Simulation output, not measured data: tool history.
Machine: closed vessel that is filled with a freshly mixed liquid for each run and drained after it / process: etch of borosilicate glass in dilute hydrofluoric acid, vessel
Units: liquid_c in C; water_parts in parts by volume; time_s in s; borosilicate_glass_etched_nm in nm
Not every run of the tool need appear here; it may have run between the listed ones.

{"run": 1, "hour": 0.0, "liquid_c": 24, "water_parts": 290, "time_s": 65, "borosilicate_glass_etched_nm": 9.1207}
{"run": 2, "hour": 2.8, "liquid_c": 26, "water_parts": 280, "time_s": 65, "borosilicate_glass_etched_nm": 10.105}
{"run": 3, "hour": 6.8, "liquid_c": 23, "water_parts": 280, "time_s": 65, "borosilicate_glass_etched_nm": 9.1433}
{"run": 4, "hour": 11.0, "liquid_c": 25, "water_parts": 280, "time_s": 65, "borosilicate_glass_etched_nm": 9.8044}
{"run": 5, "hour": 18.3, "liquid_c": 25, "water_parts": 280, "time_s": 40, "borosilicate_glass_etched_nm": 6.0021}
{"run": 6, "hour": 25.3, "liquid_c": 25, "water_parts": 370, "time_s": 40, "borosilicate_glass_etched_nm": 4.1897}
{"run": 7, "hour": 28.7, "liquid_c": 29, "water_parts": 255, "time_s": 45, "borosilicate_glass_etched_nm": 8.8771}

What will run 8 give?
{"run": 8, "hour": 34.0, "liquid_c": 29, "water_parts": 235, "time_s": 45, "borosilicate_glass_etched_nm": "?"}

{"run 8": {"borosilicate_glass_etched_nm": 9.8118}}

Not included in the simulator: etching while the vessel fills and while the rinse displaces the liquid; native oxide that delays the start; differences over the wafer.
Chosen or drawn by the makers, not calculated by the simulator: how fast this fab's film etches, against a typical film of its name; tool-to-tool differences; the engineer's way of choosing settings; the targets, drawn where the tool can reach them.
